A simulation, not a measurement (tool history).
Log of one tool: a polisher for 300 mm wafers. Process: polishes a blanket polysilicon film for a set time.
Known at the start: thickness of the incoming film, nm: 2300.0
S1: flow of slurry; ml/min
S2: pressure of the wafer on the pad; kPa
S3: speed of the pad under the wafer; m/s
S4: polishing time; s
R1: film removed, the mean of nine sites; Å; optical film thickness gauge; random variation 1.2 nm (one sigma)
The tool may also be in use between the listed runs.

run 1 hour=0.0 | S1=145 S2=16.5 S3=0.76 S4=61 | R1=2925.4
run 2 hour=6.7 | S1=170 S2=16.5 S3=0.76 S4=61 | R1=2954.3
run 3 hour=9.8 | S1=170 S2=13.8 S3=0.76 S4=61 | R1=2509.3
run 4 hour=15.1 | S1=170 S2=9.7 S3=0.76 S4=61 | R1=1788.2
run 5 hour=23.2 | S1=170 S2=9.7 S3=0.76 S4=61 | R1=1761.0
run 6 hour=25.0 | S1=135 S2=9.7 S3=0.76 S4=61 | R1=1731.9
run 7 hour=26.0 | S1=130 S2=9.0 S3=0.76 S4=61 | R1=1606.0
run 8 hour=28.6 | S1=120 S2=9.0 S3=0.76 S4=61 | R1=1589.6
run 9 hour=33.8 | S1=110 S2=8.3 S3=0.76 S4=61 | R1=1453.8

Run 10 comes next. What will it give?
run 10 hour=39.9 | S1=115 S2=8.3 S3=0.76 S4=61 | R1=?

Run 10 gave R1 1459.0 Å.
